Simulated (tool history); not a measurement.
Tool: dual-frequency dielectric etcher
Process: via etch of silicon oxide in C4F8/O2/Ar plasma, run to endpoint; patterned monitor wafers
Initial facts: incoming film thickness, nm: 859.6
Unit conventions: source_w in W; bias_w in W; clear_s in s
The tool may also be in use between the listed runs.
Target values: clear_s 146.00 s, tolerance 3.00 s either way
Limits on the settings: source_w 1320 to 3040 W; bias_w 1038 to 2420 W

{"run": 1, "hour": 0.0, "source_w": 2180, "bias_w": 1729, "clear_s": 165.16}
{"run": 2, "hour": 4.0, "source_w": 2360, "bias_w": 1764, "clear_s": 160.3}
{"run": 3, "hour": 11.9, "source_w": 2140, "bias_w": 1764, "clear_s": 161.9}
{"run": 4, "hour": 20.6, "source_w": 2140, "bias_w": 1517, "clear_s": 167.86}
{"run": 5, "hour": 22.0, "source_w": 2140, "bias_w": 1297, "clear_s": 172.97}
{"run": 6, "hour": 26.4, "source_w": 2410, "bias_w": 1441, "clear_s": 165.42}
{"run": 7, "hour": 32.8, "source_w": 2610, "bias_w": 1589, "clear_s": 158.76}
{"run": 8, "hour": 33.9, "source_w": 2740, "bias_w": 1682, "clear_s": 155.14}

Exercise: of the 5 proposed moves below, exactly one satisfies all targets within the stated allowed misses. Which move is it?
{"run": "A", "hour": 35.0, "source_w": 3040, "bias_w": 2420, "clear_s": "?"}
{"run": "B", "hour": 35.0, "source_w": 2220, "bias_w": 1589, "clear_s": "?"}
{"run": "C", "hour": 35.0, "source_w": 2580, "bias_w": 1491, "clear_s": "?"}
{"run": "D", "hour": 35.0, "source_w": 2530, "bias_w": 1438, "clear_s": "?"}
{"run": "E", "hour": 35.0, "source_w": 2900, "bias_w": 2023, "clear_s": "?"}

move=A clear_s=139.37
move=B clear_s=166.62
move=C clear_s=161.46
move=D clear_s=163.46
move=E clear_s=146.93
A: the result that was furthest off in the last run now lies on the other side of its target
B: the biggest miss grows against the last run
C: the biggest miss grows against the last run
D: the biggest miss grows against the last run
E: every result lands within tolerance
So the answer is move E, the one that meets all the targets.

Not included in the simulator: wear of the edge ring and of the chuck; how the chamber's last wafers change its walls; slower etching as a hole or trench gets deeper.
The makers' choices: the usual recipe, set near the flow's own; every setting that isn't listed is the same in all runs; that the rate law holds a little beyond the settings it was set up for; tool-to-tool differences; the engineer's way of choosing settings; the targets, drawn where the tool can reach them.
